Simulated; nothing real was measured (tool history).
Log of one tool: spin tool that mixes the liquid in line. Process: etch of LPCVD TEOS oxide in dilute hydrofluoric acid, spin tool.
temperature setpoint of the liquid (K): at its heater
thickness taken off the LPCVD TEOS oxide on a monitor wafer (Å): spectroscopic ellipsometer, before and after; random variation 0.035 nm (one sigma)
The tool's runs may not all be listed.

run	day	temperature setpoint of the liquid (K)	parts of water to one part of 49 % hydrofluoric acid (parts by volume)	time under the liquid (s)	thickness taken off the LPCVD TEOS oxide on a monitor wafer (Å)
1	0	298.15	195	15	25.989
2	0.2	298.15	265	15	17.738
3	0.429	298.15	265	15	17.624
4	0.633	300.15	235	15	22.351
5	0.733	300.15	185	15	29.638
6	0.758	297.65	185	15	27.04

Forecast run 7:
7	0.833	299.65	175	15	?

thickness taken off the LPCVD TEOS oxide on a monitor wafer (Å): 31.276

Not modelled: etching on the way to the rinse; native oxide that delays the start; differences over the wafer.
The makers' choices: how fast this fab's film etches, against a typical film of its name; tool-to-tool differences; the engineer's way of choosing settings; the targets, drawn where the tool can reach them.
